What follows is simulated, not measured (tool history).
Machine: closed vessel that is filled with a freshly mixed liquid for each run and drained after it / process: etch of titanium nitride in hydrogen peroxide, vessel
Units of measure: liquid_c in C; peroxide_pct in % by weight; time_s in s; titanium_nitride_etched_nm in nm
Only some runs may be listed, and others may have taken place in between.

run,hour,liquid_c,peroxide_pct,time_s,titanium_nitride_etched_nm
1,0.0,48.0,26,40,1.8749
2,3.0,48.0,26,40,1.8802
3,6.0,48.0,26,30,1.4037
4,14.8,47.0,26,30,1.2949
5,22.4,46.5,26,30,1.2502
6,25.0,46.5,26,30,1.2383
7,28.5,46.0,26,30,1.1940
8,35.7,45.5,26,30,1.1629

Estimate the outcome of run 9 from the log above:
9,44.6,45.0,26,30,?

titanium_nitride_etched_nm: 1.1226 nm

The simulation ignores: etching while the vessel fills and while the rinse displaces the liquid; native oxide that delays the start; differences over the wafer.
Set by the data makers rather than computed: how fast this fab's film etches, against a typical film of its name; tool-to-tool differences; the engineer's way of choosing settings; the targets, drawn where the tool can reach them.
